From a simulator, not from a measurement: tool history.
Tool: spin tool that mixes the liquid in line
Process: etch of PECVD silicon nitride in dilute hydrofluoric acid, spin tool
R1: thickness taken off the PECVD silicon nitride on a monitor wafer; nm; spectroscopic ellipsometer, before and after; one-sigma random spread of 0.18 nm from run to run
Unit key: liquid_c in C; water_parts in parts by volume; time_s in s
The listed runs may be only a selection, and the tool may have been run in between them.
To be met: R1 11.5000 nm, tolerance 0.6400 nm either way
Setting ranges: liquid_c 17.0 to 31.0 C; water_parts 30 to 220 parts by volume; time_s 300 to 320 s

Run 1, hour 0.0: liquid_c 23.0 C, water_parts 125 parts by volume, time_s 300 s. Result: R1 3.6962 nm.
Run 2, hour 6.8: liquid_c 23.0 C, water_parts 155 parts by volume, time_s 300 s. Result: R1 3.0069 nm.
Run 3, hour 8.1: liquid_c 24.5 C, water_parts 130 parts by volume, time_s 305 s. Result: R1 4.0330 nm.
Run 4, hour 11.4: liquid_c 26.0 C, water_parts 110 parts by volume, time_s 305 s. Result: R1 5.3705 nm.
Run 5, hour 13.3: liquid_c 29.5 C, water_parts 110 parts by volume, time_s 305 s. Result: R1 6.4767 nm.
Run 6, hour 15.7: liquid_c 29.5 C, water_parts 110 parts by volume, time_s 320 s. Result: R1 6.8303 nm.
Run 7, hour 17.4: liquid_c 30.0 C, water_parts 100 parts by volume, time_s 320 s. Result: R1 7.7829 nm.
Run 8, hour 24.1: liquid_c 31.0 C, water_parts 55 parts by volume, time_s 320 s. Result: R1 15.2760 nm.

Which of these 4 next moves meets every target?
Run A, hour 30.8: liquid_c 30.0 C, water_parts 35 parts by volume, time_s 320 s. Result: R1 ?.
Run B, hour 30.8: liquid_c 31.0 C, water_parts 45 parts by volume, time_s 320 s. Result: R1 ?.
Run C, hour 30.8: liquid_c 31.0 C, water_parts 70 parts by volume, time_s 310 s. Result: R1 ?.
Run D, hour 30.8: liquid_c 31.0 C, water_parts 75 parts by volume, time_s 300 s. Result: R1 ?.

move       R1
   A  21.8370
   B  18.1790
   C  11.3400
   D  10.2410
A: moves away from the targets compared with the last run
B: moves away from the targets compared with the last run
C: every result lands within tolerance
D: the result that was furthest off in the last run now lies on the other side of its target
Go with C: it meets all targets.

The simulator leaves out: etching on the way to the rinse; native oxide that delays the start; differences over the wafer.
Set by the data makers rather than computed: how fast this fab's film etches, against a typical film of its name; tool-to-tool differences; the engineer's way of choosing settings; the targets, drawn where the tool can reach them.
